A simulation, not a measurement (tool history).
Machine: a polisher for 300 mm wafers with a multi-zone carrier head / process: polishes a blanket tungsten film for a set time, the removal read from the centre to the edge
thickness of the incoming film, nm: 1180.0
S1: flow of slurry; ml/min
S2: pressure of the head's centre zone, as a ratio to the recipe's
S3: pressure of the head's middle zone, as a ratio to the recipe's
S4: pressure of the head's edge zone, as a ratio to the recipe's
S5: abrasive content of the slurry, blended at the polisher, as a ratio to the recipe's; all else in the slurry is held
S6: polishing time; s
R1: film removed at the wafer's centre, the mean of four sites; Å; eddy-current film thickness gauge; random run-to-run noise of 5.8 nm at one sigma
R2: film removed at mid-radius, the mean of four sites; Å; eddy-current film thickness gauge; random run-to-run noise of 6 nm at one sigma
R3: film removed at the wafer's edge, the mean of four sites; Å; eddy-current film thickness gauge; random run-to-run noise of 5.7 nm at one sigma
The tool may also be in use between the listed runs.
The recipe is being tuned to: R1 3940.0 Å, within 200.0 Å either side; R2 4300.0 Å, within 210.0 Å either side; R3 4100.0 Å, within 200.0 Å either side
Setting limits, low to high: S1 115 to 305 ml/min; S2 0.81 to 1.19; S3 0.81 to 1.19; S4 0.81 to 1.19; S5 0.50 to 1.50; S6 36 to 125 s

run  hour   S1    S2    S3    S4    S5  S6      R1      R2      R3
  1   0.0  195  1.00  1.00  1.00  1.00  80  3485.4  3336.8  3295.4
  2   4.7  235  1.00  1.00  1.00  1.00  80  3546.4  3423.0  3280.8
  3   8.7  230  0.99  1.01  1.01  1.05  81  3603.7  3448.5  3334.7
  4  16.5  230  0.97  1.02  1.01  1.05  83  3573.5  3630.8  3438.2
  5  22.2  230  0.97  1.02  1.06  1.05  83  3621.4  3677.0  3546.8
     30.2  -- centre zone pressure recalibrated
  6  30.2  180  0.97  1.02  1.06  1.05  83  3213.0  3495.1  3514.1
  7  35.1  185  0.97  1.03  1.07  1.10  84  3243.5  3587.2  3569.5
  8  41.6  190  0.97  1.03  1.08  1.10  85  3325.9  3621.0  3573.6
  9  45.0  195  0.97  1.03  1.08  1.10  86  3383.5  3778.3  3714.5
 10  49.3  200  0.98  1.03  1.09  1.10  86  3483.7  3748.1  3740.6
 11  50.5  205  0.98  1.04  1.10  1.10  86  3578.7  3777.0  3672.2
 12  57.2  210  0.98  1.04  1.10  1.10  87  3479.9  3813.9  3777.4

Which single option among these 4 for the next run brings every result within its allowed miss of target? Just one does.
  A  63.9  285  0.98  1.19  0.89  1.20   88   ?   ?   ?
  B  63.9  220  1.02  1.08  1.11  1.20   91   ?   ?   ?
  C  63.9  155  0.83  1.19  1.08  1.05   99   ?   ?   ?
  D  63.9  135  1.06  0.81  1.19  1.05  100   ?   ?   ?

move      R1      R2      R3
   A  3760.8  4600.3  3641.3
   B  3902.2  4264.1  4101.6
   C  3225.6  4636.7  4110.5
   D  3950.1  3357.7  4305.0
A: carries the result that was furthest off beyond its target, to the other side
B: every result within its allowed miss
C: carries the result that was furthest off beyond its target, to the other side
D: moves away from the targets compared with the last run
So the answer is move B, the one that meets all the targets.
